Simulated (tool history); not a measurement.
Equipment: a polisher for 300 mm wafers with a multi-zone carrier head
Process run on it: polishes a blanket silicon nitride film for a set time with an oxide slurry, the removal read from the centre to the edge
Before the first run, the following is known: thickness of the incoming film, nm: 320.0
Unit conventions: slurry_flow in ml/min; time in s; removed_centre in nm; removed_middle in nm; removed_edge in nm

run 1 hour=0.0 | slurry_flow=150 centre_zone=1.00 middle_zone=1.00 edge_zone=1.00 slurry_solids=1.0 time=70 | removed_centre=41.602 removed_middle=42.779 removed_edge=41.324
run 2 hour=8.4 | slurry_flow=135 centre_zone=1.00 middle_zone=1.00 edge_zone=1.00 slurry_solids=1.0 time=70 | removed_centre=40.548 removed_middle=41.542 removed_edge=41.499
run 3 hour=16.7 | slurry_flow=135 centre_zone=1.00 middle_zone=1.00 edge_zone=1.00 slurry_solids=1.0 time=63 | removed_centre=36.524 removed_middle=37.666 removed_edge=36.808
run 4 hour=17.5 | slurry_flow=135 centre_zone=1.00 middle_zone=0.95 edge_zone=1.00 slurry_solids=1.0 time=63 | removed_centre=36.056 removed_middle=36.218 removed_edge=36.287
run 5 hour=19.4 | slurry_flow=135 centre_zone=1.05 middle_zone=0.95 edge_zone=1.00 slurry_solids=1.0 time=63 | removed_centre=38.254 removed_middle=35.487 removed_edge=36.434
run 6 hour=27.2 | slurry_flow=125 centre_zone=1.03 middle_zone=0.96 edge_zone=0.98 slurry_solids=1.0 time=63 | removed_centre=37.027 removed_middle=34.827 removed_edge=35.922

Estimate the outcome of run 7 from the log above:
run 7 hour=33.2 | slurry_flow=120 centre_zone=1.01 middle_zone=0.98 edge_zone=0.97 slurry_solids=1.0 time=63 | removed_centre=? removed_middle=? removed_edge=?

{"run 7": {"removed_centre": 35.758, "removed_middle": 35.183, "removed_edge": 35.56}}
